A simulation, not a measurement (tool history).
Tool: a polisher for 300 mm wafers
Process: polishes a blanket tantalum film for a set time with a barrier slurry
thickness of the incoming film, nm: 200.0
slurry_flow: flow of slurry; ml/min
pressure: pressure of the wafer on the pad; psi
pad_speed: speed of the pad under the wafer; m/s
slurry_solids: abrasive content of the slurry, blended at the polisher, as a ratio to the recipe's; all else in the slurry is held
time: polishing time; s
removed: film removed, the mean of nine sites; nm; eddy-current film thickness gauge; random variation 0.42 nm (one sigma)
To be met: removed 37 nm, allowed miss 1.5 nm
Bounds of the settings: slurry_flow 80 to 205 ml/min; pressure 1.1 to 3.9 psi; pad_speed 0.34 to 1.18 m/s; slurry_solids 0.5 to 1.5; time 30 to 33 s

Run 1, day 0: slurry_flow 135 ml/min, pressure 2.5 psi, pad_speed 0.76 m/s, slurry_solids 1, time 33 s. Result: removed 50.7 nm.
Run 2, day 0.033: slurry_flow 135 ml/min, pressure 2.5 psi, pad_speed 0.76 m/s, slurry_solids 1, time 33 s. Result: removed 52.318 nm.
Run 3, day 0.333: slurry_flow 135 ml/min, pressure 2.3 psi, pad_speed 0.76 m/s, slurry_solids 1, time 33 s. Result: removed 47.007 nm.
Run 4, day 0.633: slurry_flow 135 ml/min, pressure 2.2 psi, pad_speed 0.76 m/s, slurry_solids 1, time 33 s. Result: removed 45.655 nm.
At day 0.775: worn pad replaced by a new one.
Run 5, day 0.775: slurry_flow 135 ml/min, pressure 2.1 psi, pad_speed 0.76 m/s, slurry_solids 1, time 33 s. Result: removed 46.916 nm.
Run 6, day 1.054: slurry_flow 135 ml/min, pressure 2.1 psi, pad_speed 0.76 m/s, slurry_solids 1.2, time 33 s. Result: removed 49.629 nm.
Run 7, day 1.242: slurry_flow 135 ml/min, pressure 1.9 psi, pad_speed 0.76 m/s, slurry_solids 1.2, time 33 s. Result: removed 44.875 nm.
Run 8, day 1.458: slurry_flow 125 ml/min, pressure 1.4 psi, pad_speed 0.76 m/s, slurry_solids 1.2, time 33 s. Result: removed 32.734 nm.

Which of these 5 next moves meets every target?
Run A, day 1.675: slurry_flow 80 ml/min, pressure 1.2 psi, pad_speed 0.9 m/s, slurry_solids 0.95, time 30 s. Result: removed ?.
Run B, day 1.675: slurry_flow 140 ml/min, pressure 1.4 psi, pad_speed 0.92 m/s, slurry_solids 1, time 33 s. Result: removed ?.
Run C, day 1.675: slurry_flow 90 ml/min, pressure 1.1 psi, pad_speed 0.92 m/s, slurry_solids 1.1, time 30 s. Result: removed ?.
Run D, day 1.675: slurry_flow 125 ml/min, pressure 1.3 psi, pad_speed 0.68 m/s, slurry_solids 1.25, time 33 s. Result: removed ?.
Run E, day 1.675: slurry_flow 125 ml/min, pressure 1.5 psi, pad_speed 0.7 m/s, slurry_solids 1.2, time 30 s. Result: removed ?.

move  removed
   A   25.671
   B   36.818
   C   25.554
   D   28.176
   E   29.699
A: further off than the last run
B: meets every target
C: further off than the last run
D: further off than the last run
E: further off than the last run
Move B is the one to make.
